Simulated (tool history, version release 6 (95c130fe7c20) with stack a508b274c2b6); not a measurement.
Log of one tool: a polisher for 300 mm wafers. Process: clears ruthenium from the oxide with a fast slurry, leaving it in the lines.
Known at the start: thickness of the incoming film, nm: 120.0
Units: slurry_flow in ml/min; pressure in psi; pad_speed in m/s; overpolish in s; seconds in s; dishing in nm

{"run": 1, "day": 0.0, "slurry_flow": 320, "pressure": 2, "pad_speed": 1, "slurry_solids": 1, "overpolish": 9, "seconds": 47.026, "dishing": 21.271}
{"run": 2, "day": 0.075, "slurry_flow": 320, "pressure": 1.9, "pad_speed": 0.92, "slurry_solids": 1, "overpolish": 8, "seconds": 55.091, "dishing": 17.216}
{"run": 3, "day": 0.104, "slurry_flow": 320, "pressure": 1.9, "pad_speed": 0.92, "slurry_solids": 1, "overpolish": 11, "seconds": 54.175, "dishing": 23.065}
{"run": 4, "day": 0.183, "slurry_flow": 320, "pressure": 1.9, "pad_speed": 0.92, "slurry_solids": 1, "overpolish": 14, "seconds": 53.5, "dishing": 29.348}
{"run": 5, "day": 0.375, "slurry_flow": 315, "pressure": 1.9, "pad_speed": 0.82, "slurry_solids": 0.95, "overpolish": 12, "seconds": 61.889, "dishing": 22.456}
{"run": 6, "day": 0.742, "slurry_flow": 330, "pressure": 1.7, "pad_speed": 0.8, "slurry_solids": 0.95, "overpolish": 10, "seconds": 69.801, "dishing": 16.666}

Run 7 comes next. What will it give?
{"run": 7, "day": 0.854, "slurry_flow": 365, "pressure": 1.6, "pad_speed": 0.78, "slurry_solids": 0.95, "overpolish": 9, "seconds": "?", "dishing": "?"}

Run 7 gave seconds 73.634 s, dishing 13.842 nm.
